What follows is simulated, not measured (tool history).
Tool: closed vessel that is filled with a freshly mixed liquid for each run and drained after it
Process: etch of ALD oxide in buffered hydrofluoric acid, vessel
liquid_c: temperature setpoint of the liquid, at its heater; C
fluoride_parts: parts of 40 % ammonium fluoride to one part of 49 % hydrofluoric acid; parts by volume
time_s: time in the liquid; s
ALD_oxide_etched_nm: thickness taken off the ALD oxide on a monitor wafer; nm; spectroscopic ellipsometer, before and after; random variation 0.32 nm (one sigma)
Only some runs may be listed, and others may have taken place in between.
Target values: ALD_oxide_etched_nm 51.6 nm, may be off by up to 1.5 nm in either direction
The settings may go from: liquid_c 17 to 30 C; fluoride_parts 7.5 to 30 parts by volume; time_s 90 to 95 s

{"run": 1, "hour": 0.0, "liquid_c": 22, "fluoride_parts": 20.5, "time_s": 90, "ALD_oxide_etched_nm": 86.903}
{"run": 2, "hour": 8.2, "liquid_c": 22, "fluoride_parts": 23.5, "time_s": 90, "ALD_oxide_etched_nm": 79.795}
{"run": 3, "hour": 13.2, "liquid_c": 22, "fluoride_parts": 23.5, "time_s": 95, "ALD_oxide_etched_nm": 83.783}
{"run": 4, "hour": 14.6, "liquid_c": 21.5, "fluoride_parts": 24, "time_s": 95, "ALD_oxide_etched_nm": 80.227}
{"run": 5, "hour": 15.8, "liquid_c": 19, "fluoride_parts": 24, "time_s": 95, "ALD_oxide_etched_nm": 70.21}
{"run": 6, "hour": 21.7, "liquid_c": 22, "fluoride_parts": 24, "time_s": 95, "ALD_oxide_etched_nm": 82.627}
{"run": 7, "hour": 25.2, "liquid_c": 18, "fluoride_parts": 30, "time_s": 95, "ALD_oxide_etched_nm": 55.797}
{"run": 8, "hour": 29.2, "liquid_c": 17.5, "fluoride_parts": 30, "time_s": 95, "ALD_oxide_etched_nm": 55.211}
{"hour": 32.3, "done": "thermometer replaced"}
{"run": 9, "hour": 32.3, "liquid_c": 17, "fluoride_parts": 30, "time_s": 95, "ALD_oxide_etched_nm": 47.358}
{"run": 10, "hour": 36.3, "liquid_c": 17, "fluoride_parts": 30, "time_s": 95, "ALD_oxide_etched_nm": 46.939}
{"run": 11, "hour": 43.7, "liquid_c": 17.5, "fluoride_parts": 30, "time_s": 95, "ALD_oxide_etched_nm": 48.77}
{"run": 12, "hour": 46.1, "liquid_c": 18, "fluoride_parts": 30, "time_s": 95, "ALD_oxide_etched_nm": 50.079}

Which single option among these 4 for the next run brings every result within its allowed miss of target? Just one does.
{"run": "A", "hour": 48.5, "liquid_c": 17, "fluoride_parts": 26.5, "time_s": 95, "ALD_oxide_etched_nm": "?"}
{"run": "B", "hour": 48.5, "liquid_c": 18, "fluoride_parts": 28.5, "time_s": 90, "ALD_oxide_etched_nm": "?"}
{"run": "C", "hour": 48.5, "liquid_c": 17, "fluoride_parts": 29.5, "time_s": 95, "ALD_oxide_etched_nm": "?"}
{"run": "D", "hour": 48.5, "liquid_c": 17.5, "fluoride_parts": 28, "time_s": 90, "ALD_oxide_etched_nm": "?"}

move=A ALD_oxide_etched_nm=51.78
move=B ALD_oxide_etched_nm=49.389
move=C ALD_oxide_etched_nm=48.069
move=D ALD_oxide_etched_nm=48.59
A: hits every target within its allowed miss
B: lands further from the targets than the last run did
C: lands further from the targets than the last run did
D: lands further from the targets than the last run did
Move A is the one to make.
